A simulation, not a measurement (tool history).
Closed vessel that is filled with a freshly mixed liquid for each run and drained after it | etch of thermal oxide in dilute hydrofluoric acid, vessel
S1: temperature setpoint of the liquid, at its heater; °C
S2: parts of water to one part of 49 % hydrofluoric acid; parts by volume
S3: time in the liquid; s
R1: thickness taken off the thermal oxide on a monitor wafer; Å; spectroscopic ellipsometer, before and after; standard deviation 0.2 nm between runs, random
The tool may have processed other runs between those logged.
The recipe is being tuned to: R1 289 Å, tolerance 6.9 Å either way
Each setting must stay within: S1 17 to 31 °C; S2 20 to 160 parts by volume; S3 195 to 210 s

{"run": 1, "hour": 0.0, "S1": 23, "S2": 90, "S3": 195, "R1": 97.351}
{"run": 2, "hour": 7.6, "S1": 23, "S2": 90, "S3": 210, "R1": 104.48}
{"run": 3, "hour": 12.5, "S1": 25, "S2": 75, "S3": 210, "R1": 137.26}
{"run": 4, "hour": 18.2, "S1": 25, "S2": 85, "S3": 210, "R1": 119.28}
{"run": 5, "hour": 24.1, "S1": 25, "S2": 85, "S3": 210, "R1": 119.7}
{"run": 6, "hour": 26.2, "S1": 26.5, "S2": 70, "S3": 210, "R1": 161.16}
{"run": 7, "hour": 33.6, "S1": 26.5, "S2": 70, "S3": 210, "R1": 158.2}
{"run": 8, "hour": 38.6, "S1": 27.5, "S2": 60, "S3": 210, "R1": 196.45}
{"run": 9, "hour": 43.9, "S1": 31, "S2": 45, "S3": 210, "R1": 306.41}
{"run": 10, "hour": 51.8, "S1": 30.5, "S2": 45, "S3": 210, "R1": 300.32}

4 next moves are on the table. One of them brings every result within its allowed miss. Which?
{"run": "A", "hour": 59.7, "S1": 31, "S2": 45, "S3": 210, "R1": "?"}
{"run": "B", "hour": 59.7, "S1": 29, "S2": 40, "S3": 205, "R1": "?"}
{"run": "C", "hour": 59.7, "S1": 31, "S2": 45, "S3": 200, "R1": "?"}
{"run": "D", "hour": 59.7, "S1": 24.5, "S2": 35, "S3": 210, "R1": "?"}

move=A R1=308.07
move=B R1=315.05
move=C R1=293.4
move=D R1=309.31
A: the biggest miss grows against the last run
B: the biggest miss grows against the last run
C: in spec on every target
D: the biggest miss grows against the last run
Move C is the one to make.
